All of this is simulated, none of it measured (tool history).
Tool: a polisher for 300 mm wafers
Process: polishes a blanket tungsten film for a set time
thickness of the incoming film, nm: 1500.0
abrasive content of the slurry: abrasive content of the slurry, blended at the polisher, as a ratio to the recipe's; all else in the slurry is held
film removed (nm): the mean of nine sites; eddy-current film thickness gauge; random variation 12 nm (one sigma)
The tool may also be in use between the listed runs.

| run | hour | flow of slurry (ml/min) | pressure of the wafer on the pad (psi) | speed of the pad under the wafer (m/s) | abrasive content of the slurry | polishing time (s) | film removed (nm) |
|---|---|---|---|---|---|---|---|
| 1 | 0.0 | 130 | 3.5 | 0.86 | 1.0 | 121 | 498.47 |
| 2 | 2.4 | 135 | 4.1 | 0.88 | 1.0 | 121 | 589.64 |
| 3 | 5.7 | 135 | 4.5 | 0.92 | 1.0 | 121 | 670.23 |
| 4 | 14.7 | 140 | 4.8 | 0.96 | 1.0 | 121 | 748.21 |
| 5 | 16.1 | 140 | 4.8 | 1.06 | 1.0 | 121 | 817.03 |
| 6 | 23.6 | 140 | 5.0 | 1.08 | 1.0 | 121 | 863.64 |
| 7 | 31.2 | 140 | 5.1 | 1.08 | 1.0 | 121 | 879.10 |

The next listed run, before its measurement:
| 8 | 38.9 | 145 | 5.2 | 1.08 | 1.0 | 121 | ? |

film removed (nm): 900.32
